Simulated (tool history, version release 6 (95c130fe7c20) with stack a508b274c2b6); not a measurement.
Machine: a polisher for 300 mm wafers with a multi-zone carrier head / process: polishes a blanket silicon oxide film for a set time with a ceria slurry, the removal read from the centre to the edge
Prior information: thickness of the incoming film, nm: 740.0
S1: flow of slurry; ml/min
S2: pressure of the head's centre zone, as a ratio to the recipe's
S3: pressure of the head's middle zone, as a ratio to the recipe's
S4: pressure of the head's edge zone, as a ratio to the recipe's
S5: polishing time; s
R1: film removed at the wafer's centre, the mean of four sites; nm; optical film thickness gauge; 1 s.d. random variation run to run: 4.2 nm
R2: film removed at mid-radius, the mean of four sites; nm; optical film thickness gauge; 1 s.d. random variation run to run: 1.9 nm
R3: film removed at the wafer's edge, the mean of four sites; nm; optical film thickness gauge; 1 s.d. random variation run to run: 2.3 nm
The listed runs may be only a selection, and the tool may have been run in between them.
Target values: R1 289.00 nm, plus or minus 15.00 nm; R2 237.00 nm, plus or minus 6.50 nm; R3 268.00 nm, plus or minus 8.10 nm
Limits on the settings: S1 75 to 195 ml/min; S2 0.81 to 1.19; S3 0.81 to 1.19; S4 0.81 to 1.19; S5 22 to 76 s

| run | hour | S1 | S2 | S3 | S4 | S5 | R1 | R2 | R3 |
|---|---|---|---|---|---|---|---|---|---|
| 1 | 0.0 | 125 | 1.00 | 1.00 | 1.00 | 49 | 261.00 | 267.68 | 257.75 |
| 2 | 8.2 | 125 | 1.00 | 0.95 | 1.00 | 49 | 257.18 | 252.72 | 259.76 |
| 3 | 13.0 | 125 | 1.00 | 0.95 | 1.00 | 45 | 236.74 | 233.50 | 242.45 |
| 4 | 19.6 | 125 | 1.00 | 0.95 | 1.00 | 39 | 201.30 | 204.92 | 205.85 |
| 5 | 21.9 | 130 | 1.02 | 0.94 | 1.02 | 40 | 219.90 | 207.06 | 213.76 |
| 6 | 29.0 | 150 | 1.02 | 0.94 | 1.02 | 40 | 224.26 | 217.83 | 215.51 |
| 7 | 30.3 | 150 | 1.03 | 0.93 | 1.03 | 41 | 241.42 | 221.19 | 223.19 |
| 8 | 37.5 | 150 | 1.03 | 0.93 | 1.03 | 41 | 236.25 | 216.65 | 224.97 |
| 9 | 41.4 | 155 | 1.03 | 0.93 | 1.05 | 42 | 234.45 | 225.62 | 232.13 |
| 10 | 50.0 | 155 | 1.04 | 0.92 | 1.06 | 43 | 247.80 | 228.09 | 244.93 |
| 11 | 52.8 | 160 | 1.05 | 0.92 | 1.07 | 43 | 255.22 | 231.28 | 245.24 |
| 12 | 55.3 | 160 | 1.06 | 0.92 | 1.08 | 43 | 255.15 | 230.16 | 241.56 |
| 13 | 64.2 | 165 | 1.07 | 0.91 | 1.09 | 43 | 262.21 | 229.85 | 246.44 |
| 14 | 71.5 | 170 | 1.07 | 0.91 | 1.10 | 43 | 262.74 | 233.06 | 245.88 |
| 15 | 73.9 | 170 | 1.07 | 0.90 | 1.11 | 43 | 256.66 | 233.62 | 250.31 |

5 next moves are on the table. One of them brings every result within its allowed miss. Which?
| A | 76.3 | 175 | 1.12 | 0.85 | 1.12 | 46 | ? | ? | ? |
| B | 76.3 | 170 | 1.03 | 0.99 | 1.15 | 42 | ? | ? | ? |
| C | 76.3 | 155 | 0.89 | 0.92 | 1.10 | 43 | ? | ? | ? |
| D | 76.3 | 140 | 0.91 | 0.85 | 1.19 | 48 | ? | ? | ? |
| E | 76.3 | 175 | 1.18 | 1.01 | 1.03 | 42 | ? | ? | ? |

| move | R1 | R2 | R3 |
|---|---|---|---|
| A | 294.92 | 238.05 | 271.76 |
| B | 246.35 | 237.70 | 250.02 |
| C | 213.70 | 228.94 | 247.94 |
| D | 238.60 | 238.85 | 283.54 |
| E | 284.04 | 241.75 | 238.37 |
A: every result lands within tolerance
B: the biggest miss grows against the last run
C: the biggest miss grows against the last run
D: takes the result that was furthest off past its target
E: the biggest miss grows against the last run
The right move is A.
